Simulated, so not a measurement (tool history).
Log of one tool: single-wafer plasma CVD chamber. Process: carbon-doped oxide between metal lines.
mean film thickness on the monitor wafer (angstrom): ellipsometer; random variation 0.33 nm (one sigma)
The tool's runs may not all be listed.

run  hour  heater temperature setpoint (deg C)  chamber pressure (Pa)  RF power (W)  deposition time (s)  mean film thickness on the monitor wafer (angstrom)
  1   0.0                                  335                    900           600                 13.1                                               893.69
  2   7.8                                  335                    756           600                 13.1                                               881.19
  3  14.6                                  332                    783           610                 13.1                                               909.85
  4  23.3                                  332                    783           610                 13.1                                               905.04
  5  23.9                                  332                    783           525                 13.1                                               823.86
  6  29.1                                  329                    804           545                 13.1                                               852.58
  7  33.3                                  329                    804           545                 13.1                                               853.05
  8  40.7                                  326                    821           560                 13.1                                               885.78
  9  44.4                                  323                    839           565                 13.1                                               898.97

Run 10 comes next. What will it give?
 10  51.0                                  321                    853           575                 13.1                                                    ?

{"run 10": {"mean film thickness on the monitor wafer (angstrom)": 920.58}}

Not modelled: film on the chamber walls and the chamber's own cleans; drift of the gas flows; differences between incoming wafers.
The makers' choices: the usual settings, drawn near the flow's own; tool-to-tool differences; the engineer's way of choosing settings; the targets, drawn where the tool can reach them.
